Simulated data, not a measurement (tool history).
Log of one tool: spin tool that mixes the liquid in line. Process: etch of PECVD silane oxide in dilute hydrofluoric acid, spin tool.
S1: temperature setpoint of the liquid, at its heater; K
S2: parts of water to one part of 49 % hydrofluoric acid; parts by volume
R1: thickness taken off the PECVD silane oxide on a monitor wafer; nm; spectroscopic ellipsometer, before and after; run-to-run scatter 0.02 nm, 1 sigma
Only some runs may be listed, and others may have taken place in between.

run 1 day=0 | S1=296.15 S2=160 time_under_the_liquid_(s)=15 | R1=1.4052
run 2 day=0.158 | S1=296.15 S2=160 time_under_the_liquid_(s)=15 | R1=1.4051
run 3 day=0.183 | S1=296.15 S2=180 time_under_the_liquid_(s)=15 | R1=1.2157
run 4 day=0.417 | S1=297.15 S2=170 time_under_the_liquid_(s)=15 | R1=1.3446
-- day=0.546 thermometer replaced
run 5 day=0.546 | S1=298.65 S2=170 time_under_the_liquid_(s)=15 | R1=1.3107
run 6 day=0.838 | S1=298.65 S2=150 time_under_the_liquid_(s)=15 | R1=1.524
run 7 day=0.9 | S1=302.65 S2=100 time_under_the_liquid_(s)=15 | R1=2.8741
run 8 day=1.008 | S1=302.15 S2=100 time_under_the_liquid_(s)=15 | R1=2.8085
run 9 day=1.058 | S1=301.65 S2=100 time_under_the_liquid_(s)=15 | R1=2.757

Predict the results of run 10:
run 10 day=1.358 | S1=301.15 S2=100 time_under_the_liquid_(s)=15 | R1=?

R1: 2.7289 nm

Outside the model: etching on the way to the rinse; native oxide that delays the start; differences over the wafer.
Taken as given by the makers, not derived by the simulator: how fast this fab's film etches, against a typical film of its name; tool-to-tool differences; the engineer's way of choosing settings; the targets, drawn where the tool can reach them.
